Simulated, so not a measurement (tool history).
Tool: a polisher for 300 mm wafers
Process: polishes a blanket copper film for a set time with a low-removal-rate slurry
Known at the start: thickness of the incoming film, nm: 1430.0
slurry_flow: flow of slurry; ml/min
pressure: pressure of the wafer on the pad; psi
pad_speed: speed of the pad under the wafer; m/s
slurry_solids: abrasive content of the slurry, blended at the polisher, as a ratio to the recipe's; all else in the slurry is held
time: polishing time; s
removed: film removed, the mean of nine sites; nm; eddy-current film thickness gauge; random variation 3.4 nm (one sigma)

| run | day | slurry_flow | pressure | pad_speed | slurry_solids | time | removed |
|---|---|---|---|---|---|---|---|
| 1 | 0.000 | 230 | 3.4 | 1.26 | 1.0 | 64 | 300.60 |
| 2 | 0.238 | 230 | 3.4 | 1.26 | 1.0 | 67 | 309.59 |
| 3 | 0.575 | 230 | 3.3 | 1.26 | 1.0 | 67 | 293.80 |
| 4 | 0.929 | 230 | 3.2 | 1.26 | 1.0 | 67 | 297.15 |
| 5 | 1.038 | 230 | 3.2 | 1.26 | 1.0 | 67 | 287.89 |
| 6 | 1.075 | 230 | 3.1 | 1.26 | 1.0 | 67 | 284.61 |
| 7 | 1.192 | 230 | 3.0 | 1.26 | 1.0 | 67 | 270.71 |

Run 8 comes next. What will it give?
| 8 | 1.442 | 230 | 2.9 | 1.26 | 1.0 | 67 | ? |

removed: 259.41 nm
